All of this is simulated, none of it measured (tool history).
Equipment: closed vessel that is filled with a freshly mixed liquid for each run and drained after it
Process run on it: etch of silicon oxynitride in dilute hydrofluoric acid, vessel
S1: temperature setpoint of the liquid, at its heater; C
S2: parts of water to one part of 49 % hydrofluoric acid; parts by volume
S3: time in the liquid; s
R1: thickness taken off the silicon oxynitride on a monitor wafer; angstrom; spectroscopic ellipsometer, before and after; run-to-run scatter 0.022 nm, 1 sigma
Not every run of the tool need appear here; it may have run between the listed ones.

run	hour	S1	S2	S3	R1
1	0	25	45	70	51.514
2	4.5	24.5	45	70	50.08
3	9.6	24	45	70	48.642
4	16.2	24	45	70	49.061
5	24.5	23.5	45	70	47.274
6	29.1	27	45	70	56.807
7	38.4	26	45	70	53.432

The next listed run, before its measurement:
# hour 43.8: hydrofluoric acid flow meter replaced
8	43.8	22.5	45	70	?

Run 8 gave R1 50.547 angstrom.

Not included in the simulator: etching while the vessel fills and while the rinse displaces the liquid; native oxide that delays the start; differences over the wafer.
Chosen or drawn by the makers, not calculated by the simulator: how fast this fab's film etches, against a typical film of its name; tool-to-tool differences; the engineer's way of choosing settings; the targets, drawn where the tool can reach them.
